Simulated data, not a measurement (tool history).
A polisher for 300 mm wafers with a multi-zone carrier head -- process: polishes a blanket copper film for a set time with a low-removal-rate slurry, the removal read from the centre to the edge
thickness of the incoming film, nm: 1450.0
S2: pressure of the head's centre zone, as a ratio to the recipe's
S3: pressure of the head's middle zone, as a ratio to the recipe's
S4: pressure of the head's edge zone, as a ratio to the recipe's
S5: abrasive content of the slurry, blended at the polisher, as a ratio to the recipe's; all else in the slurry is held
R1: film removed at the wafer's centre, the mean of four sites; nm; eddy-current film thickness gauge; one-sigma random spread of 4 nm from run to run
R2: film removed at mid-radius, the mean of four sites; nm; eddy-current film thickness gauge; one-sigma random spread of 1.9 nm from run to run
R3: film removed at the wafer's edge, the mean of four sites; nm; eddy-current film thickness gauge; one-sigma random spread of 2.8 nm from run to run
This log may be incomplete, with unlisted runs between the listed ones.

{"run": 1, "hour": 0.0, "flow of slurry (ml/min)": 245, "S2": 1.0, "S3": 1.0, "S4": 1.0, "S5": 1.0, "polishing time (s)": 84, "R1": 205.73, "R2": 202.41, "R3": 199.15}
{"run": 2, "hour": 1.6, "flow of slurry (ml/min)": 245, "S2": 1.0, "S3": 1.0, "S4": 1.06, "S5": 1.0, "polishing time (s)": 84, "R1": 208.45, "R2": 204.97, "R3": 205.76}
{"run": 3, "hour": 5.9, "flow of slurry (ml/min)": 245, "S2": 1.01, "S3": 0.99, "S4": 1.07, "S5": 1.05, "polishing time (s)": 85, "R1": 208.84, "R2": 202.42, "R3": 209.9}
{"run": 4, "hour": 13.5, "flow of slurry (ml/min)": 245, "S2": 1.01, "S3": 0.99, "S4": 1.07, "S5": 1.05, "polishing time (s)": 97, "R1": 251.72, "R2": 232.76, "R3": 243.24}
{"run": 5, "hour": 19.7, "flow of slurry (ml/min)": 250, "S2": 1.02, "S3": 0.99, "S4": 1.08, "S5": 1.05, "polishing time (s)": 97, "R1": 245.99, "R2": 234.28, "R3": 243.28}
{"run": 6, "hour": 25.0, "flow of slurry (ml/min)": 250, "S2": 1.03, "S3": 0.99, "S4": 1.08, "S5": 1.1, "polishing time (s)": 97, "R1": 247.98, "R2": 231.42, "R3": 243.5}
{"run": 7, "hour": 31.1, "flow of slurry (ml/min)": 250, "S2": 1.04, "S3": 0.99, "S4": 1.09, "S5": 1.1, "polishing time (s)": 98, "R1": 251.01, "R2": 235.14, "R3": 244.52}
{"run": 8, "hour": 33.9, "flow of slurry (ml/min)": 250, "S2": 1.05, "S3": 0.98, "S4": 1.09, "S5": 1.1, "polishing time (s)": 99, "R1": 262.75, "R2": 236.0, "R3": 254.62}
{"run": 9, "hour": 42.0, "flow of slurry (ml/min)": 250, "S2": 1.06, "S3": 0.98, "S4": 1.09, "S5": 1.1, "polishing time (s)": 99, "R1": 259.2, "R2": 235.48, "R3": 249.76}

What will run 10 give?
{"run": 10, "hour": 45.5, "flow of slurry (ml/min)": 250, "S2": 1.07, "S3": 0.98, "S4": 1.09, "S5": 1.1, "polishing time (s)": 99, "R1": "?", "R2": "?", "R3": "?"}

{"run 10": {"R1": 269.01, "R2": 239.01, "R3": 250.43}}

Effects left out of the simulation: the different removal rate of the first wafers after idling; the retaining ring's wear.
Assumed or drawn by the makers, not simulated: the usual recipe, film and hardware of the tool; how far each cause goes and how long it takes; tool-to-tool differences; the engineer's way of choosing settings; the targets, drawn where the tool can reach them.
